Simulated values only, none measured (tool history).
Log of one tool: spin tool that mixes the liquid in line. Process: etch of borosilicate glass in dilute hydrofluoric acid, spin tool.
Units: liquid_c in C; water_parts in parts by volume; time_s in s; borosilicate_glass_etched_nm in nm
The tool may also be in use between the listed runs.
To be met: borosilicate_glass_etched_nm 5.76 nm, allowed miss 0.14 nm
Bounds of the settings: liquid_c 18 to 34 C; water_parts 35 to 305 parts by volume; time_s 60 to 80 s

{"run": 1, "hour": 0.0, "liquid_c": 26, "water_parts": 170, "time_s": 80, "borosilicate_glass_etched_nm": 6.7516}
{"run": 2, "hour": 4.3, "liquid_c": 25.5, "water_parts": 170, "time_s": 80, "borosilicate_glass_etched_nm": 6.6675}
{"run": 3, "hour": 9.3, "liquid_c": 25.5, "water_parts": 170, "time_s": 80, "borosilicate_glass_etched_nm": 6.6313}
{"run": 4, "hour": 10.7, "liquid_c": 25, "water_parts": 170, "time_s": 80, "borosilicate_glass_etched_nm": 6.4856}
{"run": 5, "hour": 11.9, "liquid_c": 26.5, "water_parts": 170, "time_s": 80, "borosilicate_glass_etched_nm": 6.9353}
{"run": 6, "hour": 18.3, "liquid_c": 26.5, "water_parts": 170, "time_s": 80, "borosilicate_glass_etched_nm": 6.9053}
{"run": 7, "hour": 23.2, "liquid_c": 26, "water_parts": 170, "time_s": 80, "borosilicate_glass_etched_nm": 6.8331}
{"run": 8, "hour": 30.2, "liquid_c": 25.5, "water_parts": 170, "time_s": 80, "borosilicate_glass_etched_nm": 6.6209}
{"run": 9, "hour": 35.6, "liquid_c": 25, "water_parts": 170, "time_s": 80, "borosilicate_glass_etched_nm": 6.5482}
{"run": 10, "hour": 42.2, "liquid_c": 24.5, "water_parts": 170, "time_s": 80, "borosilicate_glass_etched_nm": 6.4623}
{"run": 11, "hour": 46.4, "liquid_c": 24, "water_parts": 170, "time_s": 80, "borosilicate_glass_etched_nm": 6.3189}
{"run": 12, "hour": 54.1, "liquid_c": 23.5, "water_parts": 170, "time_s": 80, "borosilicate_glass_etched_nm": 6.1739}
{"run": 13, "hour": 60.4, "liquid_c": 22.5, "water_parts": 170, "time_s": 80, "borosilicate_glass_etched_nm": 5.9624}

Which of these 4 next moves meets every target?
{"run": "A", "hour": 66.7, "liquid_c": 18, "water_parts": 150, "time_s": 80, "borosilicate_glass_etched_nm": "?"}
{"run": "B", "hour": 66.7, "liquid_c": 24, "water_parts": 170, "time_s": 80, "borosilicate_glass_etched_nm": "?"}
{"run": "C", "hour": 66.7, "liquid_c": 22.5, "water_parts": 165, "time_s": 80, "borosilicate_glass_etched_nm": "?"}
{"run": "D", "hour": 66.7, "liquid_c": 21, "water_parts": 125, "time_s": 60, "borosilicate_glass_etched_nm": "?"}

move=A borosilicate_glass_etched_nm=5.8034
move=B borosilicate_glass_etched_nm=6.3211
move=C borosilicate_glass_etched_nm=6.1905
move=D borosilicate_glass_etched_nm=6.0564
A: meets every target
B: further off than the last run
C: further off than the last run
D: further off than the last run
The right move is A.

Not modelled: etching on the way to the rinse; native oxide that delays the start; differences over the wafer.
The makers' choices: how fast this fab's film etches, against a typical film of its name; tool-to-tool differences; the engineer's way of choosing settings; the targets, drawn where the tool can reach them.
